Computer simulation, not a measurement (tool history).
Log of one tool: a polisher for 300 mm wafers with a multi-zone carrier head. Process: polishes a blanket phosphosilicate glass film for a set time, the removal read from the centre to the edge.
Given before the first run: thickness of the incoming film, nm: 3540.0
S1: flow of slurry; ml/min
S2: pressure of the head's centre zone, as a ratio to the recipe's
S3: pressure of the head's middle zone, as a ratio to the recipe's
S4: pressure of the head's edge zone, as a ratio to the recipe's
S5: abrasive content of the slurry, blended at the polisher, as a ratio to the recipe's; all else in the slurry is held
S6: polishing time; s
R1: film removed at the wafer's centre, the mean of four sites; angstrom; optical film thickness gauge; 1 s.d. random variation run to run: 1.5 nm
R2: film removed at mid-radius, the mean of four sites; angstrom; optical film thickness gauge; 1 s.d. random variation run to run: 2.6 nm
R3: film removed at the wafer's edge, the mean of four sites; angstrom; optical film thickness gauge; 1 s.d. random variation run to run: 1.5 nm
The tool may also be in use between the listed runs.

Run 1, hour 0.0: S1 190 ml/min, S2 1.00, S3 1.00, S4 1.00, S5 1.00, S6 53 s. Result: R1 3251.8 angstrom, R2 3284.3 angstrom, R3 3355.4 angstrom.
Run 2, hour 4.3: S1 190 ml/min, S2 1.07, S3 1.00, S4 1.00, S5 1.00, S6 53 s. Result: R1 3532.9 angstrom, R2 3347.6 angstrom, R3 3361.4 angstrom.
Run 3, hour 5.9: S1 190 ml/min, S2 1.07, S3 1.00, S4 1.00, S5 0.80, S6 53 s. Result: R1 3294.9 angstrom, R2 3116.3 angstrom, R3 3034.0 angstrom.
Run 4, hour 9.6: S1 185 ml/min, S2 1.04, S3 1.00, S4 0.97, S5 0.70, S6 47 s. Result: R1 2648.3 angstrom, R2 2577.9 angstrom, R3 2473.3 angstrom.
Run 5, hour 18.4: S1 185 ml/min, S2 1.02, S3 1.00, S4 0.94, S5 0.65, S6 44 s. Result: R1 2333.0 angstrom, R2 2400.4 angstrom, R3 2227.5 angstrom.
Run 6, hour 25.5: S1 185 ml/min, S2 1.01, S3 0.99, S4 0.91, S5 0.60, S6 41 s. Result: R1 2045.5 angstrom, R2 2078.1 angstrom, R3 2008.7 angstrom.
Run 7, hour 31.0: S1 180 ml/min, S2 1.01, S3 1.00, S4 0.88, S5 0.55, S6 40 s. Result: R1 1994.4 angstrom, R2 1999.2 angstrom, R3 1867.6 angstrom.
Run 8, hour 38.1: S1 175 ml/min, S2 1.00, S3 1.01, S4 0.86, S5 0.55, S6 39 s. Result: R1 1864.0 angstrom, R2 1904.5 angstrom, R3 1820.4 angstrom.
Run 9, hour 44.8: S1 180 ml/min, S2 1.00, S3 1.03, S4 0.85, S5 0.55, S6 38 s. Result: R1 1845.2 angstrom, R2 1939.7 angstrom, R3 1721.6 angstrom.

What does the tool deliver on the next run?
Run 10, hour 51.1: S1 175 ml/min, S2 1.00, S3 1.03, S4 0.84, S5 0.55, S6 38 s. Result: R1 ?, R2 ?, R3 ?.

{"run 10": {"R1": 1846.6, "R2": 1942.6, "R3": 1737.1}}
